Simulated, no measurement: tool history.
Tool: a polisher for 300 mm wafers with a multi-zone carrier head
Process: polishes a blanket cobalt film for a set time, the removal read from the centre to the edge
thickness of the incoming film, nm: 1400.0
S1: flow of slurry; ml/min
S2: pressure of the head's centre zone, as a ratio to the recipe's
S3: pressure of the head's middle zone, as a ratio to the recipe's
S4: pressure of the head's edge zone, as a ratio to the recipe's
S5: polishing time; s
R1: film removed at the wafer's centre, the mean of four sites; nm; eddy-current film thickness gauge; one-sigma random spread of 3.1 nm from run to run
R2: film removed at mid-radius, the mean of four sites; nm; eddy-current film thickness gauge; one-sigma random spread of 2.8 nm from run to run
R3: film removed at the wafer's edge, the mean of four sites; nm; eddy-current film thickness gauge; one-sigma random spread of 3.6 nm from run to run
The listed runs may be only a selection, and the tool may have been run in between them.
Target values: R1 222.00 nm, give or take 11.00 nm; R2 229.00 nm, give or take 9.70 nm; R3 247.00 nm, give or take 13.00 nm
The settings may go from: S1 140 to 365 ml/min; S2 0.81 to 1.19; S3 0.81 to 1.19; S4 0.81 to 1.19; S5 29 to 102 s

run    day   S1    S2    S3    S4  S5      R1      R2      R3
  1  0.000  235  1.00  1.00  1.00  65  436.19  424.62  441.65
  2  0.133  230  0.97  0.98  0.98  55  349.69  351.17  362.00
  3  0.346  225  0.94  0.94  0.96  50  308.78  308.58  327.29
  4  0.554  225  0.94  0.94  0.96  35  214.55  216.58  225.84
  5  0.817  225  0.94  0.94  0.96  50  304.72  304.32  330.06
  6  1.171  190  0.94  0.94  0.96  50  300.53  305.16  323.15
  7  1.471  190  0.93  0.93  0.96  46  276.07  276.75  294.56
  8  1.738  190  0.92  0.93  0.96  43  258.98  259.12  272.01
  9  1.783  190  0.92  0.93  0.96  43  254.81  251.45  272.57
 10  2.050  190  0.90  0.94  0.96  42  237.15  245.41  260.96
 11  2.138  190  0.90  0.94  0.96  41  242.95  252.70  268.51
 12  2.167  190  0.90  0.93  0.96  40  231.94  237.39  256.54

Exactly one of the 4 candidate moves below puts every result within its allowed miss. Which one?
  A  2.196  200  0.97  1.00  0.92  39   ?   ?   ?
  B  2.196  235  0.88  0.82  0.98  41   ?   ?   ?
  C  2.196  200  0.88  0.92  0.99  38   ?   ?   ?
  D  2.196  215  0.81  0.97  0.99  40   ?   ?   ?

move      R1      R2      R3
   A  240.48  248.56  247.56
   B  240.98  226.73  273.32
   C  217.91  225.89  249.97
   D  218.73  251.27  265.03
A: the biggest miss grows against the last run
B: the biggest miss grows against the last run
C: each result inside its tolerance
D: the furthest-off result lands on target, but another misses its tolerance
The right move is C.
